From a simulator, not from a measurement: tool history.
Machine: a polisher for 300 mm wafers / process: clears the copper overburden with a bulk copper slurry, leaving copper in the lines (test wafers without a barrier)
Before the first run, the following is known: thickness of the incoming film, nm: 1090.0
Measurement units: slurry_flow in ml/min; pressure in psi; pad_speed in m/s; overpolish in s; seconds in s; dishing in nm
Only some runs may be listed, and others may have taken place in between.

Run 1, hour 0: slurry_flow 310 ml/min, pressure 2.5 psi, pad_speed 0.94 m/s, slurry_solids 1, overpolish 14 s. Result: seconds 116.44 s, dishing 66.311 nm.
Run 2, hour 4: slurry_flow 315 ml/min, pressure 2.3 psi, pad_speed 1.02 m/s, slurry_solids 1.05, overpolish 13 s. Result: seconds 115.79 s, dishing 61.234 nm.
Run 3, hour 11.2: slurry_flow 315 ml/min, pressure 1.7 psi, pad_speed 1.02 m/s, slurry_solids 1.05, overpolish 13 s. Result: seconds 154.48 s, dishing 49.952 nm.
Run 4, hour 16.1: slurry_flow 315 ml/min, pressure 1.7 psi, pad_speed 1.02 m/s, slurry_solids 0.95, overpolish 13 s. Result: seconds 160.04 s, dishing 49.148 nm.
Run 5, hour 17.4: slurry_flow 340 ml/min, pressure 1.6 psi, pad_speed 1.08 m/s, slurry_solids 1.05, overpolish 12 s. Result: seconds 158.67 s, dishing 47.478 nm.
Run 6, hour 21.4: slurry_flow 320 ml/min, pressure 1.6 psi, pad_speed 1.14 m/s, slurry_solids 1.1, overpolish 11 s. Result: seconds 149.48 s, dishing 45.325 nm.
Run 7, hour 28.3: slurry_flow 300 ml/min, pressure 1.6 psi, pad_speed 1.18 m/s, slurry_solids 1.15, overpolish 10 s. Result: seconds 143.28 s, dishing 42.899 nm.

Run 8 has not been measured yet. What should we expect?
Run 8, hour 33.7: slurry_flow 285 ml/min, pressure 1.6 psi, pad_speed 1.22 m/s, slurry_solids 1.2, overpolish 9 s. Result: seconds ?, dishing ?.

Logged for run 8: seconds 139.81 s, dishing 40.613 nm.
